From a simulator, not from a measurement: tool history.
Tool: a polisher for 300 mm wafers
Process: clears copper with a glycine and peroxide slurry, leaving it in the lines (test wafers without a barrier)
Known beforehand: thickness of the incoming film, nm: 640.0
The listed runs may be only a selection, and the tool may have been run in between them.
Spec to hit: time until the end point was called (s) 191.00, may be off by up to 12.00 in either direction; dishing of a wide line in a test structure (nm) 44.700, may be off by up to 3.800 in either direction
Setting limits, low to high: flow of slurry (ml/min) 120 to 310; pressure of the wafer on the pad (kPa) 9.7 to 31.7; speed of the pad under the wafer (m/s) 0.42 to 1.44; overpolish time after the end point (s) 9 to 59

run  hour  flow of slurry (ml/min)  pressure of the wafer on the pad (kPa)  speed of the pad under the wafer (m/s)  overpolish time after the end point (s)  time until the end point was called (s)  dishing of a wide line in a test structure (nm)
  1   0.0                      200                                    20.7                                    0.92                                       30                                   119.85                                           42.513
  2   1.2                      200                                    19.3                                    0.90                                       33                                   130.67                                           43.378
  3   3.6                      200                                    17.2                                    0.90                                       33                                   143.76                                           43.643
  4   7.3                      200                                    16.5                                    0.90                                       33                                   145.08                                           43.674
  5  15.9                      200                                    16.5                                    0.90                                       20                                   146.58                                           38.085
  6  18.5                      200                                    15.2                                    0.90                                       20                                   155.50                                           36.814
  7  26.3                      200                                    14.5                                    0.88                                       24                                   161.36                                           40.539
  8  34.0                      200                                    13.8                                    0.88                                       25                                   168.90                                           38.770
  9  40.7                      200                                    13.8                                    0.86                                       28                                   168.70                                           39.020
 10  41.6                      200                                    13.1                                    0.86                                       32                                   178.22                                           40.642
 11  49.8                      200                                    13.1                                    0.86                                       34                                   172.64                                           41.308

Consider the 5 candidate settings below. Which is the only one whose results all fall within their allowed miss of target?
  A  58.0                      185                                    13.1                                    0.80                                       51                                        ?                                                ?
  B  58.0                      200                                    12.4                                    1.06                                       45                                        ?                                                ?
  C  58.0                      225                                    11.0                                    0.86                                       29                                        ?                                                ?
  D  58.0                      130                                    15.2                                    0.96                                       18                                        ?                                                ?
  E  58.0                      175                                    14.5                                    1.04                                       30                                        ?                                                ?

move  time until the end point was called (s)  dishing of a wide line in a test structure (nm)
   A                                   184.27                                           45.186
   B                                   158.71                                           43.662
   C                                   192.75                                           39.540
   D                                   156.80                                           35.134
   E                                   146.66                                           41.749
A: every result lands within tolerance
B: moves away from the targets compared with the last run
C: meets the target for the result that was furthest off, but another lies outside its allowed miss
D: moves away from the targets compared with the last run
E: moves away from the targets compared with the last run
A meets every target.
